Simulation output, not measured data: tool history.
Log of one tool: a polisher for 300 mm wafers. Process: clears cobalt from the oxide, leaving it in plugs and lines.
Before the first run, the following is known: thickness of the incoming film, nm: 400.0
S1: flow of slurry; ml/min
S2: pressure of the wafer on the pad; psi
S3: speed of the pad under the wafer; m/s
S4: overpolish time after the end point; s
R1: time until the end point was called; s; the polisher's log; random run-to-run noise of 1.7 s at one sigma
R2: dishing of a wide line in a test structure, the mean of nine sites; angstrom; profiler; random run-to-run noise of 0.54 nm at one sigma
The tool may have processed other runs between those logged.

run	day	S1	S2	S3	S4	R1	R2
1	0	310	1.7	0.78	22	140.12	324.63
2	0.058	310	1.7	0.7	22	151.1	308.71
3	0.367	310	1.7	0.56	22	175.72	276.21
4	0.65	310	1.7	0.56	29	174.14	338.6
5	0.692	310	1.7	0.4	29	217.41	291.21
6	1.033	310	1.5	0.4	29	240.6	281.55
# day 1.1: worn pad replaced by a new one
7	1.1	310	1.6	0.4	26	209.71	274.94

For run 8, what comes out?
8	1.279	310	1.6	0.4	24	?	?

{"run 8": {"R1": 207.31, "R2": 257.38}}
